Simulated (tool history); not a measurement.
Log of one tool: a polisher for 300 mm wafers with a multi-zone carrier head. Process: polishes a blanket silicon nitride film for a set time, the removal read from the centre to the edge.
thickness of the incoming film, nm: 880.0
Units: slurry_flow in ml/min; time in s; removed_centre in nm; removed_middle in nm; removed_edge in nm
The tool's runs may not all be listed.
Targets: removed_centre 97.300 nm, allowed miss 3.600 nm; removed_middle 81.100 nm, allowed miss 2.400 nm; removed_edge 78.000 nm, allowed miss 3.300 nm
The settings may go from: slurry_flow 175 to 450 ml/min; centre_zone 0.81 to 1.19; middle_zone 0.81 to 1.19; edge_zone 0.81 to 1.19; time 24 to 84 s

Run 1, day 0.000: slurry_flow 290 ml/min, centre_zone 1.00, middle_zone 1.00, edge_zone 1.00, time 54 s. Result: removed_centre 111.650 nm, removed_middle 112.820 nm, removed_edge 108.670 nm.
Run 2, day 0.117: slurry_flow 290 ml/min, centre_zone 1.03, middle_zone 0.97, edge_zone 0.96, time 50 s. Result: removed_centre 106.810 nm, removed_middle 102.340 nm, removed_edge 99.162 nm.
Run 3, day 0.450: slurry_flow 290 ml/min, centre_zone 1.06, middle_zone 0.95, edge_zone 0.93, time 47 s. Result: removed_centre 104.620 nm, removed_middle 96.182 nm, removed_edge 91.134 nm.
Run 4, day 0.708: slurry_flow 290 ml/min, centre_zone 1.06, middle_zone 0.95, edge_zone 0.86, time 47 s. Result: removed_centre 104.190 nm, removed_middle 94.553 nm, removed_edge 89.216 nm.
Run 5, day 0.975: slurry_flow 290 ml/min, centre_zone 1.07, middle_zone 0.93, edge_zone 0.85, time 45 s. Result: removed_centre 101.110 nm, removed_middle 90.306 nm, removed_edge 84.226 nm.
Run 6, day 1.133: slurry_flow 350 ml/min, centre_zone 1.07, middle_zone 0.93, edge_zone 0.85, time 45 s. Result: removed_centre 102.020 nm, removed_middle 91.123 nm, removed_edge 84.689 nm.
Run 7, day 1.383: slurry_flow 350 ml/min, centre_zone 1.07, middle_zone 0.93, edge_zone 0.85, time 45 s. Result: removed_centre 103.360 nm, removed_middle 91.011 nm, removed_edge 84.277 nm.
Run 8, day 1.446: slurry_flow 350 ml/min, centre_zone 1.07, middle_zone 0.91, edge_zone 0.85, time 44 s. Result: removed_centre 100.150 nm, removed_middle 88.669 nm, removed_edge 83.671 nm.
Run 9, day 1.542: slurry_flow 350 ml/min, centre_zone 1.08, middle_zone 0.90, edge_zone 0.84, time 43 s. Result: removed_centre 98.957 nm, removed_middle 83.813 nm, removed_edge 81.409 nm.
Run 10, day 1.896: slurry_flow 350 ml/min, centre_zone 1.08, middle_zone 0.90, edge_zone 0.83, time 43 s. Result: removed_centre 99.081 nm, removed_middle 84.088 nm, removed_edge 81.313 nm.

5 next moves are on the table. One of them brings every result within its allowed miss. Which?
Run A, day 2.250: slurry_flow 400 ml/min, centre_zone 1.04, middle_zone 0.83, edge_zone 0.90, time 44 s. Result: removed_centre ?, removed_middle ?, removed_edge ?.
Run B, day 2.250: slurry_flow 420 ml/min, centre_zone 1.13, middle_zone 0.86, edge_zone 0.88, time 40 s. Result: removed_centre ?, removed_middle ?, removed_edge ?.
Run C, day 2.250: slurry_flow 270 ml/min, centre_zone 1.14, middle_zone 0.87, edge_zone 0.88, time 41 s. Result: removed_centre ?, removed_middle ?, removed_edge ?.
Run D, day 2.250: slurry_flow 380 ml/min, centre_zone 1.10, middle_zone 0.90, edge_zone 0.83, time 41 s. Result: removed_centre ?, removed_middle ?, removed_edge ?.
Run E, day 2.250: slurry_flow 350 ml/min, centre_zone 1.10, middle_zone 0.98, edge_zone 0.83, time 42 s. Result: removed_centre ?, removed_middle ?, removed_edge ?.

move  removed_centre  removed_middle  removed_edge
   A          96.620          80.652        86.710
   B          95.883          75.720        78.263
   C          94.982          75.344        77.836
   D          94.905          80.007        77.803
   E          96.564          87.419        79.207
A: brings the result that was furthest off to its target, and leaves another outside
B: takes the result that was furthest off past its target
C: takes the result that was furthest off past its target
D: meets every target
E: further off than the last run
Move D is the one to make.
